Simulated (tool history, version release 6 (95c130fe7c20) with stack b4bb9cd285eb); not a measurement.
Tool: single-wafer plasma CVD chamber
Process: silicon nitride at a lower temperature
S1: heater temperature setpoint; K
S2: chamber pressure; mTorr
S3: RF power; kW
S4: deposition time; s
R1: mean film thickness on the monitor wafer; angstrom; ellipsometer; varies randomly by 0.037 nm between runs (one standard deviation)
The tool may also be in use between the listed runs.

{"run": 1, "hour": 0.0, "S1": 638.15, "S2": 1910, "S3": 0.245, "S4": 14.3, "R1": 138.26}
{"run": 2, "hour": 7.4, "S1": 638.15, "S2": 1910, "S3": 0.265, "S4": 14.3, "R1": 145.77}
{"run": 3, "hour": 11.8, "S1": 643.15, "S2": 1910, "S3": 0.265, "S4": 14.3, "R1": 145.49}
{"run": 4, "hour": 19.0, "S1": 643.15, "S2": 1910, "S3": 0.295, "S4": 14.3, "R1": 156.6}
{"run": 5, "hour": 24.3, "S1": 643.15, "S2": 1590, "S3": 0.295, "S4": 14.3, "R1": 148.81}
{"run": 6, "hour": 28.2, "S1": 643.15, "S2": 1860, "S3": 0.295, "S4": 14.3, "R1": 155.0}

Expected results for the next run?
{"run": 7, "hour": 30.9, "S1": 643.15, "S2": 1900, "S3": 0.295, "S4": 14.3, "R1": "?"}

R1: 156.25 angstrom
